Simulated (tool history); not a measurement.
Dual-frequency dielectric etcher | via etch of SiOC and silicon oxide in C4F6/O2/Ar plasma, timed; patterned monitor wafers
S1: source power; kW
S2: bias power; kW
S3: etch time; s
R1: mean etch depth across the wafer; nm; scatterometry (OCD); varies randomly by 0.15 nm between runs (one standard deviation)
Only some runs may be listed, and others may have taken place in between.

run  hour     S1     S2    S3      R1
  1   0.0  0.480  0.210  60.0  83.005
  2   6.1  0.480  0.210  60.0  82.936
  3   9.6  0.480  0.210  62.5  86.307
  4  15.0  0.440  0.195  62.5  81.644
  5  16.1  0.370  0.195  62.5  77.145
  6  17.2  0.370  0.195  62.5  76.740
  7  19.8  0.350  0.187  62.5  74.505
  8  27.8  0.340  0.180  62.5  72.975
  9  28.9  0.330  0.175  62.5  71.251
 10  33.1  0.320  0.172  62.5  69.979
 11  33.9  0.310  0.170  62.5  68.880
 12  35.1  0.310  0.169  62.5  69.192
 13  37.1  0.310  0.167  62.5  68.780
 14  42.2  0.310  0.167  62.5  68.735

Expected results for the next run?
 15  50.7  0.310  0.166  62.5   ?

{"run 15": {"R1": 68.573}}
